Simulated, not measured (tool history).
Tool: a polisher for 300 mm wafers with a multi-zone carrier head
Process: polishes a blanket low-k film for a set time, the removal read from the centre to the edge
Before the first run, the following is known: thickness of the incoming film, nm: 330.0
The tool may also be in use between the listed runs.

run	hour	flow of slurry (ml/min)	pressure of the head's centre zone	pressure of the head's middle zone	pressure of the head's edge zone	abrasive content of the slurry	polishing time (s)	film removed at the wafer's centre (Å)	film removed at mid-radius (Å)	film removed at the wafer's edge (Å)
1	0.0	130	1.00	1.00	1.00	1.0	88	238.04	249.72	257.01
2	2.9	130	1.00	1.00	1.00	1.0	104	285.46	290.84	301.69
3	9.7	120	1.00	1.00	1.00	1.0	104	272.41	282.51	297.47
4	11.8	120	1.00	1.05	1.00	1.0	104	272.95	291.63	298.79
5	14.9	145	1.00	1.05	1.00	1.0	104	292.92	310.22	315.89
6	22.7	145	1.04	1.05	1.00	1.0	104	308.07	306.47	315.22
7	25.5	150	1.03	1.08	0.97	1.0	104	307.56	317.58	305.11
8	33.7	155	1.02	1.10	0.97	1.0	104	312.40	324.64	324.99
9	41.2	155	1.01	1.12	0.93	1.0	104	310.07	331.52	306.29
10	45.5	155	1.00	1.13	0.93	1.0	104	304.59	335.15	305.91

Run 11 is up next; what results do you expect?
11	52.5	155	1.00	1.14	0.93	1.0	104	?	?	?

Run 11 measured film removed at the wafer's centre (Å) 302.32, film removed at mid-radius (Å) 331.37, film removed at the wafer's edge (Å) 312.52.

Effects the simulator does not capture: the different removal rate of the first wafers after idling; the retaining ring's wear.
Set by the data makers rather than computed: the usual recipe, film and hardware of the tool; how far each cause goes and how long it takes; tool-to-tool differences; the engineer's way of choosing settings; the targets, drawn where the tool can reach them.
